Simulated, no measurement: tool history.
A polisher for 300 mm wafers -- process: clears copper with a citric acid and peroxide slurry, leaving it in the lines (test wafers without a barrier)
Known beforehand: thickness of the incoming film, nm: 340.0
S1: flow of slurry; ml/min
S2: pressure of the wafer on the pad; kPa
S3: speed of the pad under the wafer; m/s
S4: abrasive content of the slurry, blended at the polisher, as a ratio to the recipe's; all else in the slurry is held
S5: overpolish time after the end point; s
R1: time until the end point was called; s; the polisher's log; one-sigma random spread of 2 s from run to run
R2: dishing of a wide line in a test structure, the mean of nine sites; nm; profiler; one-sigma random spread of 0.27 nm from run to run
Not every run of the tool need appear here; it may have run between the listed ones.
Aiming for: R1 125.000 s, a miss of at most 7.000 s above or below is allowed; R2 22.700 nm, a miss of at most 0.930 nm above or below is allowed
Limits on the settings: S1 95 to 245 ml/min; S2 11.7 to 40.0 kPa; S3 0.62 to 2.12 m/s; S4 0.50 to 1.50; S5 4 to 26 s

run 1 day=0.000 | S1=155 S2=25.5 S3=1.36 S4=1.00 S5=13 | R1=72.996 R2=39.929
run 2 day=0.154 | S1=130 S2=25.5 S3=1.36 S4=1.00 S5=13 | R1=76.423 R2=38.713
run 3 day=0.525 | S1=130 S2=19.3 S3=1.36 S4=1.00 S5=13 | R1=94.952 R2=31.043
run 4 day=0.879 | S1=130 S2=17.9 S3=1.36 S4=1.00 S5=13 | R1=99.548 R2=29.777
run 5 day=1.129 | S1=130 S2=17.9 S3=1.64 S4=1.00 S5=13 | R1=85.729 R2=34.710
run 6 day=1.496 | S1=130 S2=17.9 S3=1.64 S4=0.80 S5=13 | R1=89.700 R2=32.903
run 7 day=1.788 | S1=130 S2=11.7 S3=1.48 S4=0.75 S5=12 | R1=137.020 R2=20.487
run 8 day=2.162 | S1=130 S2=12.4 S3=1.48 S4=0.75 S5=12 | R1=135.700 R2=21.256

Which single option among these 5 for the next run brings every result within its allowed miss of target? Just one does.
run A day=2.538 | S1=140 S2=14.5 S3=1.24 S4=0.80 S5=15 | R1=? R2=?
run B day=2.538 | S1=135 S2=14.5 S3=1.50 S4=0.60 S5=12 | R1=? R2=?
run C day=2.538 | S1=130 S2=11.7 S3=1.36 S4=0.75 S5=14 | R1=? R2=?
run D day=2.538 | S1=125 S2=13.8 S3=1.48 S4=0.80 S5=11 | R1=? R2=?
run E day=2.538 | S1=120 S2=15.2 S3=1.38 S4=0.70 S5=10 | R1=? R2=?

move=A R1=136.760 R2=25.559
move=B R1=125.290 R2=22.550
move=C R1=151.800 R2=21.665
move=D R1=124.010 R2=20.973
move=E R1=128.640 R2=18.576
A: carries the result that was furthest off beyond its target, to the other side
B: all results land within tolerance of their targets
C: misses by more than the last run did
D: misses by more than the last run did
E: misses by more than the last run did
Correct choice: B, which meets every target
